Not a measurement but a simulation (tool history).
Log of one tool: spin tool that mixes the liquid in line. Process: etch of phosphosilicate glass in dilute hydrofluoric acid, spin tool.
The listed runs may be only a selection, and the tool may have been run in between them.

run  hour  temperature setpoint of the liquid (K)  parts of water to one part of 49 % hydrofluoric acid (parts by volume)  time under the liquid (s)  thickness taken off the phosphosilicate glass on a monitor wafer (angstrom)
  1     0                                  298.15                                                                     290                         50                                                                       239.44
  2   3.3                                  296.65                                                                     315                         50                                                                       205.33
  3    11                                  299.15                                                                     315                         50                                                                       223.42
  4  12.4                                  297.65                                                                     315                         50                                                                       210.85
  5  17.6                                  297.65                                                                     315                         50                                                                       211.85
  6    25                                  296.65                                                                     335                         50                                                                       189.06
  7  32.2                                  295.65                                                                     355                         50                                                                       169.43
  8    36                                  294.65                                                                     370                         50                                                                       155.22
  9  42.5                                  294.15                                                                     385                         50                                                                       144.55
 10  44.2                                  293.65                                                                     400                         50                                                                       134.82
 11  50.1                                  293.15                                                                     410                         50                                                                       128.91
 12  54.6                                  292.65                                                                     420                         50                                                                        122.6
 13  63.3                                  292.15                                                                     430                         50                                                                        116.6
 14  65.9                                  291.65                                                                     435                         50                                                                       112.88
 15  71.3                                  291.65                                                                     440                         50                                                                       111.21

Estimate the outcome of run 16 from the log above:
 16  72.8                                  290.15                                                                     465                         50                                                                            ?

thickness taken off the phosphosilicate glass on a monitor wafer (angstrom): 97.935
